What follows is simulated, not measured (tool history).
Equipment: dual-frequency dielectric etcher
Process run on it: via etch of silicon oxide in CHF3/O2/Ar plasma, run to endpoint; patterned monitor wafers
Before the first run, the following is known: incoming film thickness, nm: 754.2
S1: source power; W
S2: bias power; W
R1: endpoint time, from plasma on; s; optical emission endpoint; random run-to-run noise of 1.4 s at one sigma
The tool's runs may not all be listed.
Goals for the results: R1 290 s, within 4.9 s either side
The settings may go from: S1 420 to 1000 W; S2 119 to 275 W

run,hour,S1,S2,R1
1,0,710,197,342.58
2,5.2,710,166,365.63
3,13.3,710,147,377.99
4,16.4,780,162,349.61
5,18.5,830,167,336.81
6,21.2,780,167,347.06
7,26.8,830,173,329.75
8,33.4,870,175,322.59
9,34.1,900,178,315.9

5 candidate next runs follow, results not yet known. Just one meets every target within its allowed miss. Identify it.
A,34.8,960,202,?
B,34.8,810,180,?
C,34.8,1000,218,?
D,34.8,910,151,?
E,34.8,710,177,?

move,R1
A,288.7
B,326.81
C,275.24
D,330.26
E,350.84
A: every result lands within tolerance
B: further off than the last run
C: carries the result that was furthest off beyond its target, to the other side
D: further off than the last run
E: further off than the last run
Go with A: it meets all targets.

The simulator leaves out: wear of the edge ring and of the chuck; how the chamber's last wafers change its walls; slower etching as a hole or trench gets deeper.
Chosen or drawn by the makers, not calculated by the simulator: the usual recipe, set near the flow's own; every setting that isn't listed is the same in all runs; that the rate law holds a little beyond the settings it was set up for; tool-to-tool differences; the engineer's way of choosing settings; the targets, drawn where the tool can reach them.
